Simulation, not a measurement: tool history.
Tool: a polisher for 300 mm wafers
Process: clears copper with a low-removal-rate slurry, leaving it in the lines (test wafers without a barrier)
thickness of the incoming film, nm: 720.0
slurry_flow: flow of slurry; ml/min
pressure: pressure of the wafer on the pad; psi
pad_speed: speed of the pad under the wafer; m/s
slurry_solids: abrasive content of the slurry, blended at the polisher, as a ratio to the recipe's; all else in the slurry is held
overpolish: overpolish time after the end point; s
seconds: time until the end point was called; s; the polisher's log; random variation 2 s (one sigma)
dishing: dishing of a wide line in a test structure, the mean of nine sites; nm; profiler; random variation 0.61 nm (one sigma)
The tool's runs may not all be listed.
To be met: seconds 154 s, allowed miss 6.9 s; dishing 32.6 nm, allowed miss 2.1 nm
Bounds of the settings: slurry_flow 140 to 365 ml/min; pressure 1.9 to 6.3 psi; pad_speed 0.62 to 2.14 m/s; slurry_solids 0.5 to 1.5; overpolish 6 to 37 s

run    day  slurry_flow  pressure  pad_speed  slurry_solids  overpolish  seconds  dishing
  1      0          235       4.1       1.38              1          19   106.96   50.234
  2  0.108          235       4.1       1.64              1          19   96.674   54.153
  3  0.262          235       4.6       1.64              1          19   84.621   58.623
  4  0.396          235         4       1.62              1          17   97.432   50.807
  5  0.471          235         5       1.62              1          17   76.673   58.355
  6  0.821          235         5       1.62              1          11   78.275   45.245
  7  1.079          235       4.4        1.6              1          11   90.581   42.197
  8  1.121          235       3.9       1.58              1          11   101.33   38.486
  9  1.254          235       3.5       1.56              1          12   115.49   38.516
 10  1.442          235       3.2       1.56              1          12   125.93   36.752
 11   1.65          235         3       1.56              1          12   132.55   34.308
 12  1.971          235       2.9       1.56              1          12   139.11   33.104
 13  2.233          235       2.8       1.56              1          12   143.44   33.644

5 next moves are on the table. One of them brings every result within its allowed miss. Which?
  A  2.496          255       2.7       1.52            0.9          11        ?        ?
  B  2.496          270       2.9       1.54            1.1          11        ?        ?
  C  2.496          300       3.2       1.32              1          11        ?        ?
  D  2.496          205       2.4       1.76              1          11        ?        ?
  E  2.496          285         3       1.24           1.05          13        ?        ?

move  seconds  dishing
   A   154.96   28.878
   B   136.71   31.701
   C   140.94   31.207
   D   155.79   28.564
   E   156.22   32.516
A: brings the result that was furthest off to its target, and leaves another outside
B: further off than the last run
C: further off than the last run
D: brings the result that was furthest off to its target, and leaves another outside
E: meets every target
Answer: E

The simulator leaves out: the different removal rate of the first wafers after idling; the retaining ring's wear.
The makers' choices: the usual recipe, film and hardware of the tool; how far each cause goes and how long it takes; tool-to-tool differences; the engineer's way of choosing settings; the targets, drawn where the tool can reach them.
